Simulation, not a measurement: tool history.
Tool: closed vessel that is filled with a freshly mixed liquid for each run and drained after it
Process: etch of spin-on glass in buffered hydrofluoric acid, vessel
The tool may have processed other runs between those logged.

run,hour,temperature setpoint of the liquid (K),parts of 40 % ammonium fluoride to one part of 49 % hydrofluoric acid (parts by volume),time in the liquid (s),thickness taken off the spin-on glass on a monitor wafer (angstrom)
1,0.0,298.15,7.5,95,2595.9
2,8.7,298.15,7.5,105,2898.1
3,15.6,298.15,8.5,105,2523.3
4,17.3,295.65,8.5,105,2184.4
5,19.0,296.65,8.5,105,2343.0
6,24.2,296.65,10.0,105,2049.7
7,29.9,297.65,10.0,105,2168.9
8,34.0,298.65,10.0,105,2284.9
9,36.2,299.15,10.0,105,2363.4

Run 10 is up next; what results do you expect?
10,37.4,299.65,10.0,105,?

{"run 10": {"thickness taken off the spin-on glass on a monitor wafer (angstrom)": 2358.8}}

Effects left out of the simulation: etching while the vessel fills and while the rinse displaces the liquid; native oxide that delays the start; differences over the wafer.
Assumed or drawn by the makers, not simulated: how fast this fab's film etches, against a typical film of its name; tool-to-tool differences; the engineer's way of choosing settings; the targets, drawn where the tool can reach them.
